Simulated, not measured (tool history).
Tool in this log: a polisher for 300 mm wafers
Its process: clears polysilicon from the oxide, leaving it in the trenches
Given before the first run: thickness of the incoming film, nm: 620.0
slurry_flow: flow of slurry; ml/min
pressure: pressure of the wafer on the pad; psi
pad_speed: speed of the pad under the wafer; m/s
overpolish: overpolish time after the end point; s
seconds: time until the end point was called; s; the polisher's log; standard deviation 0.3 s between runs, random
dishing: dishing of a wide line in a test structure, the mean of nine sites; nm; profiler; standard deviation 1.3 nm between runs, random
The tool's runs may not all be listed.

{"run": 1, "hour": 0.0, "slurry_flow": 165, "pressure": 2.6, "pad_speed": 1.26, "overpolish": 11, "seconds": 42.336, "dishing": 60.417}
{"run": 2, "hour": 5.6, "slurry_flow": 130, "pressure": 2.6, "pad_speed": 1.26, "overpolish": 11, "seconds": 44.093, "dishing": 58.207}
{"run": 3, "hour": 11.8, "slurry_flow": 135, "pressure": 2.8, "pad_speed": 1.26, "overpolish": 9, "seconds": 40.789, "dishing": 55.86}
{"run": 4, "hour": 20.1, "slurry_flow": 145, "pressure": 3.0, "pad_speed": 1.26, "overpolish": 8, "seconds": 37.687, "dishing": 56.314}
{"run": 5, "hour": 28.5, "slurry_flow": 145, "pressure": 2.4, "pad_speed": 1.26, "overpolish": 8, "seconds": 46.59, "dishing": 51.434}
{"run": 6, "hour": 34.1, "slurry_flow": 145, "pressure": 2.4, "pad_speed": 1.26, "overpolish": 10, "seconds": 45.758, "dishing": 57.458}
{"run": 7, "hour": 37.6, "slurry_flow": 155, "pressure": 2.7, "pad_speed": 1.26, "overpolish": 9, "seconds": 41.021, "dishing": 57.831}

Estimate the outcome of run 8 from the log above:
{"run": 8, "hour": 39.1, "slurry_flow": 160, "pressure": 2.9, "pad_speed": 1.28, "overpolish": 7, "seconds": "?", "dishing": "?"}

Run 8 yielded seconds 38.104 s, dishing 53.143 nm.
